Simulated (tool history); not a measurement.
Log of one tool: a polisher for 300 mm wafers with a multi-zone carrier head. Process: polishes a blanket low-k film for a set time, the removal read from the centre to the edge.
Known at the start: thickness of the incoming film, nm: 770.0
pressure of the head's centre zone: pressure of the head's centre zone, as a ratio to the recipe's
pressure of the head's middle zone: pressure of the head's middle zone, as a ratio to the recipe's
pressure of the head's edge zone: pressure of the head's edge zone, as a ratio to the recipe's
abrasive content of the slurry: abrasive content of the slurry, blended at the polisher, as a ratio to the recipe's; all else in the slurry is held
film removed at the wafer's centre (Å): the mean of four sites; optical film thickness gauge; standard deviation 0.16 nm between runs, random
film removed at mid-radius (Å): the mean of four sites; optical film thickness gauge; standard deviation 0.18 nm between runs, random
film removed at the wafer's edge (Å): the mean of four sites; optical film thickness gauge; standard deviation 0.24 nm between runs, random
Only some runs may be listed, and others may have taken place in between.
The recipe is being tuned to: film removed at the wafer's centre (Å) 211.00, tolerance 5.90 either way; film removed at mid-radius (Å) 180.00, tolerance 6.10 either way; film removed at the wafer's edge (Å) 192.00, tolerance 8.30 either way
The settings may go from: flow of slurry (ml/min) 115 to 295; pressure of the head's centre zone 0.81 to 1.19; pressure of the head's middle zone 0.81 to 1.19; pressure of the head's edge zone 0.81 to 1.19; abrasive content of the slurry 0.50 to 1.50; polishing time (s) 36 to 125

| run | hour | flow of slurry (ml/min) | pressure of the head's centre zone | pressure of the head's middle zone | pressure of the head's edge zone | abrasive content of the slurry | polishing time (s) | film removed at the wafer's centre (Å) | film removed at mid-radius (Å) | film removed at the wafer's edge (Å) |
|---|---|---|---|---|---|---|---|---|---|---|
| 1 | 0.0 | 190 | 1.00 | 1.00 | 1.00 | 1.00 | 80 | 280.40 | 284.74 | 281.77 |
| 2 | 4.6 | 185 | 1.01 | 0.95 | 0.95 | 0.85 | 78 | 252.28 | 239.95 | 243.65 |
| 3 | 10.4 | 185 | 1.01 | 0.95 | 0.95 | 0.85 | 70 | 227.80 | 219.79 | 217.55 |
| 4 | 17.9 | 185 | 1.01 | 0.95 | 0.95 | 0.85 | 50 | 162.41 | 155.45 | 155.94 |
| 5 | 23.4 | 185 | 1.01 | 0.95 | 0.95 | 0.85 | 40 | 131.14 | 125.20 | 126.96 |
| 6 | 27.8 | 200 | 1.06 | 0.97 | 1.01 | 1.05 | 40 | 154.20 | 143.93 | 146.45 |
| 7 | 31.3 | 215 | 1.10 | 0.98 | 1.05 | 1.20 | 40 | 169.93 | 158.56 | 157.10 |
| 8 | 37.3 | 225 | 1.18 | 0.88 | 1.15 | 1.45 | 44 | 215.94 | 167.99 | 190.13 |
| 9 | 39.8 | 230 | 1.17 | 0.90 | 1.15 | 1.45 | 44 | 218.61 | 174.32 | 195.16 |

Of the 4 settings listed for the next run, only one would bring every result within its allowed miss of target. Which one?
| A | 42.3 | 165 | 1.17 | 0.85 | 1.07 | 1.45 | 48 | ? | ? | ? |
| B | 42.3 | 200 | 1.19 | 0.86 | 1.11 | 1.50 | 45 | ? | ? | ? |
| C | 42.3 | 235 | 1.19 | 0.85 | 1.15 | 1.45 | 44 | ? | ? | ? |
| D | 42.3 | 245 | 1.13 | 0.94 | 1.14 | 1.35 | 45 | ? | ? | ? |

| move | film removed at the wafer's centre (Å) | film removed at mid-radius (Å) | film removed at the wafer's edge (Å) |
|---|---|---|---|
| A | 223.41 | 173.68 | 192.56 |
| B | 223.81 | 172.19 | 189.33 |
| C | 221.67 | 168.50 | 187.90 |
| D | 211.42 | 183.20 | 186.95 |
A: misses by more than the last run did
B: misses by more than the last run did
C: misses by more than the last run did
D: each result inside its tolerance
D meets every target.
